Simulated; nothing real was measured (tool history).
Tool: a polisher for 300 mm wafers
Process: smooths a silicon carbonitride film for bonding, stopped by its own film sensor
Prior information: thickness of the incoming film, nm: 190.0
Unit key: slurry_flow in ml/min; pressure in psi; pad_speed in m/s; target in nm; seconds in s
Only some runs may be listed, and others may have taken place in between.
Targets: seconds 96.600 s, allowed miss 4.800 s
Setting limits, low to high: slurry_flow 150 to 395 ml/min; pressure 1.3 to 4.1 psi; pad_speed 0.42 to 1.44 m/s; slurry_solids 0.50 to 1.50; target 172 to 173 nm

{"run": 1, "hour": 0.0, "slurry_flow": 250, "pressure": 2.7, "pad_speed": 0.92, "slurry_solids": 1.0, "target": 172, "seconds": 61.451}
{"run": 2, "hour": 8.6, "slurry_flow": 250, "pressure": 2.5, "pad_speed": 0.9, "slurry_solids": 1.0, "target": 172, "seconds": 66.225}
{"run": 3, "hour": 17.3, "slurry_flow": 250, "pressure": 2.5, "pad_speed": 0.9, "slurry_solids": 0.85, "target": 172, "seconds": 73.24}
{"run": 4, "hour": 20.3, "slurry_flow": 250, "pressure": 2.5, "pad_speed": 1.0, "slurry_solids": 0.85, "target": 172, "seconds": 68.0}
{"run": 5, "hour": 28.4, "slurry_flow": 250, "pressure": 2.3, "pad_speed": 1.0, "slurry_solids": 0.85, "target": 172, "seconds": 72.865}
{"run": 6, "hour": 29.9, "slurry_flow": 250, "pressure": 2.1, "pad_speed": 1.0, "slurry_solids": 0.85, "target": 172, "seconds": 75.27}
{"run": 7, "hour": 37.2, "slurry_flow": 250, "pressure": 1.9, "pad_speed": 0.98, "slurry_solids": 0.85, "target": 172, "seconds": 85.864}
{"run": 8, "hour": 45.0, "slurry_flow": 250, "pressure": 1.8, "pad_speed": 0.98, "slurry_solids": 0.85, "target": 172, "seconds": 85.307}

5 candidate next runs follow, results not yet known. Just one meets every target within its allowed miss. Identify it.
{"run": "A", "hour": 52.8, "slurry_flow": 235, "pressure": 1.7, "pad_speed": 0.94, "slurry_solids": 0.9, "target": 173, "seconds": "?"}
{"run": "B", "hour": 52.8, "slurry_flow": 285, "pressure": 2.0, "pad_speed": 0.92, "slurry_solids": 0.9, "target": 173, "seconds": "?"}
{"run": "C", "hour": 52.8, "slurry_flow": 170, "pressure": 1.4, "pad_speed": 1.08, "slurry_solids": 0.85, "target": 173, "seconds": "?"}
{"run": "D", "hour": 52.8, "slurry_flow": 270, "pressure": 1.3, "pad_speed": 0.96, "slurry_solids": 1.15, "target": 173, "seconds": "?"}
{"run": "E", "hour": 52.8, "slurry_flow": 310, "pressure": 1.9, "pad_speed": 1.22, "slurry_solids": 0.7, "target": 173, "seconds": "?"}

move=A seconds=87.248
move=B seconds=77.490
move=C seconds=97.447
move=D seconds=85.457
move=E seconds=78.242
A: nearer than the last run, and not there yet
B: further off than the last run
C: in spec on every target
D: about as far from the targets as the last run
E: further off than the last run
Correct choice: C, which meets every target
